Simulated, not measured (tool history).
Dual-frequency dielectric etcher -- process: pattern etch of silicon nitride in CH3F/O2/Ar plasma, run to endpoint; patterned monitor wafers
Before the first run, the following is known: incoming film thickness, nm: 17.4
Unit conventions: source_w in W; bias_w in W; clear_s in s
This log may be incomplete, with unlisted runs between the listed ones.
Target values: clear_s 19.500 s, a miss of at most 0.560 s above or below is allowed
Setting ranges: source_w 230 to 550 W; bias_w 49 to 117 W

{"run": 1, "hour": 0.0, "source_w": 390, "bias_w": 83, "clear_s": 24.431}
{"run": 2, "hour": 7.8, "source_w": 390, "bias_w": 74, "clear_s": 25.522}
{"run": 3, "hour": 10.8, "source_w": 390, "bias_w": 80, "clear_s": 25.026}
{"run": 4, "hour": 16.2, "source_w": 390, "bias_w": 70, "clear_s": 25.953}
{"run": 5, "hour": 22.1, "source_w": 420, "bias_w": 75, "clear_s": 24.449}
{"run": 6, "hour": 23.1, "source_w": 440, "bias_w": 78, "clear_s": 23.544}
{"run": 7, "hour": 30.8, "source_w": 460, "bias_w": 80, "clear_s": 22.517}
{"hour": 39.5, "done": "bias power generator calibrated"}
{"run": 8, "hour": 39.5, "source_w": 470, "bias_w": 81, "clear_s": 22.194}

Exercise: of the 5 proposed moves below, exactly one satisfies all targets within the stated allowed misses. Which move is it?
{"run": "A", "hour": 48.2, "source_w": 450, "bias_w": 64, "clear_s": "?"}
{"run": "B", "hour": 48.2, "source_w": 340, "bias_w": 70, "clear_s": "?"}
{"run": "C", "hour": 48.2, "source_w": 370, "bias_w": 63, "clear_s": "?"}
{"run": "D", "hour": 48.2, "source_w": 490, "bias_w": 75, "clear_s": "?"}
{"run": "E", "hour": 48.2, "source_w": 530, "bias_w": 96, "clear_s": "?"}

move=A clear_s=24.248
move=B clear_s=28.105
move=C clear_s=27.360
move=D clear_s=22.198
move=E clear_s=19.882
A: further off than the last run
B: further off than the last run
C: further off than the last run
D: as far off as the last run
E: hits every target within its allowed miss
E is the move that brings every result within its allowed miss.
